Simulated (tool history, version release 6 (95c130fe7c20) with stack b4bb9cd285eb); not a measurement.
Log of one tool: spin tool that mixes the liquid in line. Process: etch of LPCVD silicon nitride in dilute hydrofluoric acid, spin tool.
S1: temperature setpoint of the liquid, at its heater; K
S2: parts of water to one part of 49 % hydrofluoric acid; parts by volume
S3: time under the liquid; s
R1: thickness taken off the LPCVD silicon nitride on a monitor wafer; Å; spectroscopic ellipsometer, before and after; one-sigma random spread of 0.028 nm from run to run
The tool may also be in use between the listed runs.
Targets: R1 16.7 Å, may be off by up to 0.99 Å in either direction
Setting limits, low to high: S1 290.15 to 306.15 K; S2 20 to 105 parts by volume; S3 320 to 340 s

run 1 hour=0 | S1=298.15 S2=55 S3=320 | R1=35.017
run 2 hour=5.2 | S1=296.65 S2=60 S3=320 | R1=27.971
run 3 hour=7.1 | S1=295.65 S2=60 S3=320 | R1=25.685
run 4 hour=7.8 | S1=294.65 S2=60 S3=320 | R1=24.019
run 5 hour=9.8 | S1=294.65 S2=60 S3=320 | R1=24.216
run 6 hour=17 | S1=297.65 S2=60 S3=320 | R1=28.893
run 7 hour=19.6 | S1=296.65 S2=60 S3=320 | R1=27.574
run 8 hour=28.2 | S1=295.65 S2=60 S3=320 | R1=25.813

Which single option among these 5 for the next run brings every result within its allowed miss of target? Just one does.
run A hour=36.8 | S1=293.65 S2=70 S3=330 | R1=?
run B hour=36.8 | S1=292.15 S2=25 S3=340 | R1=?
run C hour=36.8 | S1=296.65 S2=35 S3=340 | R1=?
run D hour=36.8 | S1=295.65 S2=30 S3=335 | R1=?
run E hour=36.8 | S1=295.65 S2=95 S3=330 | R1=?

move=A R1=20.108
move=B R1=50.467
move=C R1=49.962
move=D R1=53.326
move=E R1=17.084
A: closer than the last run, but not yet in spec
B: moves away from the targets compared with the last run
C: moves away from the targets compared with the last run
D: moves away from the targets compared with the last run
E: all results land within tolerance of their targets
E is the move that brings every result within its allowed miss.
